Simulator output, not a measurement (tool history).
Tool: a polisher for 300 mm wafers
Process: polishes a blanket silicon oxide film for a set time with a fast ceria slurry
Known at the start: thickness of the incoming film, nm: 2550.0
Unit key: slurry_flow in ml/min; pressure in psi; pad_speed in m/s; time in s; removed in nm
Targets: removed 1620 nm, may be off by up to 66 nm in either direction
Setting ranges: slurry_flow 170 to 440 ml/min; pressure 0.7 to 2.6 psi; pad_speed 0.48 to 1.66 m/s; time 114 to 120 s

{"run": 1, "hour": 0.0, "slurry_flow": 280, "pressure": 1.6, "pad_speed": 1.06, "time": 114, "removed": 907.72}
{"run": 2, "hour": 3.5, "slurry_flow": 280, "pressure": 1.2, "pad_speed": 1.06, "time": 114, "removed": 679.58}
{"run": 3, "hour": 6.7, "slurry_flow": 280, "pressure": 1.5, "pad_speed": 1.06, "time": 114, "removed": 843.87}
{"run": 4, "hour": 12.0, "slurry_flow": 280, "pressure": 1.5, "pad_speed": 0.78, "time": 114, "removed": 682.33}
{"run": 5, "hour": 17.4, "slurry_flow": 280, "pressure": 1.8, "pad_speed": 0.82, "time": 114, "removed": 832.72}
{"run": 6, "hour": 24.4, "slurry_flow": 280, "pressure": 1.6, "pad_speed": 0.82, "time": 114, "removed": 764.81}
{"run": 7, "hour": 30.2, "slurry_flow": 280, "pressure": 1.8, "pad_speed": 0.86, "time": 114, "removed": 880.75}
{"run": 8, "hour": 33.7, "slurry_flow": 280, "pressure": 2.3, "pad_speed": 1.08, "time": 115, "removed": 1314.4}
{"run": 9, "hour": 41.5, "slurry_flow": 280, "pressure": 2.4, "pad_speed": 1.1, "time": 115, "removed": 1369.7}
{"run": 10, "hour": 42.4, "slurry_flow": 280, "pressure": 2.4, "pad_speed": 1.12, "time": 115, "removed": 1403.4}

Exactly one of the 5 candidate moves below puts every result within its allowed miss. Which one?
{"run": "A", "hour": 43.3, "slurry_flow": 280, "pressure": 2.3, "pad_speed": 1.28, "time": 117, "removed": "?"}
{"run": "B", "hour": 43.3, "slurry_flow": 285, "pressure": 2.4, "pad_speed": 1.32, "time": 119, "removed": "?"}
{"run": "C", "hour": 43.3, "slurry_flow": 245, "pressure": 2.4, "pad_speed": 1.06, "time": 115, "removed": "?"}
{"run": "D", "hour": 43.3, "slurry_flow": 310, "pressure": 2.3, "pad_speed": 1.22, "time": 118, "removed": "?"}
{"run": "E", "hour": 43.3, "slurry_flow": 305, "pressure": 2.4, "pad_speed": 1.22, "time": 116, "removed": "?"}

move=A removed=1537.2
move=B removed=1671.6
move=C removed=1352
move=D removed=1504.8
move=E removed=1540.5
A: better than the last run, though not everything is in spec
B: each result inside its tolerance
C: moves away from the targets compared with the last run
D: better than the last run, though not everything is in spec
E: better than the last run, though not everything is in spec
Answer: B
